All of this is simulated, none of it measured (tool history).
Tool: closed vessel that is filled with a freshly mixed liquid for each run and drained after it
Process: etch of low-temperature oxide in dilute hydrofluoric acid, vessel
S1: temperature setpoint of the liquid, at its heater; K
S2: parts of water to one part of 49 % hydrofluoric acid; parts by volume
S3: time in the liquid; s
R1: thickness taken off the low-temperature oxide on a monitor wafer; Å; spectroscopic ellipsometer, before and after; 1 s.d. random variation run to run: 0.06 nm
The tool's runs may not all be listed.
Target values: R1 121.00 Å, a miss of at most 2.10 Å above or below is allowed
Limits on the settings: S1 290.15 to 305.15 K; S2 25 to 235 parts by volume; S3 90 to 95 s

{"run": 1, "hour": 0.0, "S1": 297.15, "S2": 130, "S3": 90, "R1": 112.92}
{"run": 2, "hour": 6.2, "S1": 297.15, "S2": 130, "S3": 90, "R1": 112.79}
{"run": 3, "hour": 13.7, "S1": 297.65, "S2": 130, "S3": 90, "R1": 115.24}
{"run": 4, "hour": 22.2, "S1": 298.15, "S2": 130, "S3": 90, "R1": 117.16}
{"run": 5, "hour": 24.4, "S1": 298.15, "S2": 90, "S3": 90, "R1": 177.98}
{"run": 6, "hour": 25.7, "S1": 295.65, "S2": 90, "S3": 90, "R1": 159.93}
{"run": 7, "hour": 30.9, "S1": 291.65, "S2": 95, "S3": 90, "R1": 128.2}
{"run": 8, "hour": 32.6, "S1": 291.15, "S2": 95, "S3": 90, "R1": 125.25}
{"run": 9, "hour": 39.5, "S1": 291.15, "S2": 95, "S3": 90, "R1": 124.75}

Of the 5 settings listed for the next run, only one would bring every result within its allowed miss of target. Which one?
{"run": "A", "hour": 46.4, "S1": 290.65, "S2": 100, "S3": 90, "R1": "?"}
{"run": "B", "hour": 46.4, "S1": 291.65, "S2": 100, "S3": 90, "R1": "?"}
{"run": "C", "hour": 46.4, "S1": 290.15, "S2": 90, "S3": 90, "R1": "?"}
{"run": "D", "hour": 46.4, "S1": 292.65, "S2": 105, "S3": 95, "R1": "?"}
{"run": "E", "hour": 46.4, "S1": 290.65, "S2": 105, "S3": 95, "R1": "?"}

move=A R1=116.50
move=B R1=121.50
move=C R1=127.94
move=D R1=126.71
move=E R1=116.55
A: carries the result that was furthest off beyond its target, to the other side
B: each result inside its tolerance
C: moves away from the targets compared with the last run
D: moves away from the targets compared with the last run
E: carries the result that was furthest off beyond its target, to the other side
B meets every target.

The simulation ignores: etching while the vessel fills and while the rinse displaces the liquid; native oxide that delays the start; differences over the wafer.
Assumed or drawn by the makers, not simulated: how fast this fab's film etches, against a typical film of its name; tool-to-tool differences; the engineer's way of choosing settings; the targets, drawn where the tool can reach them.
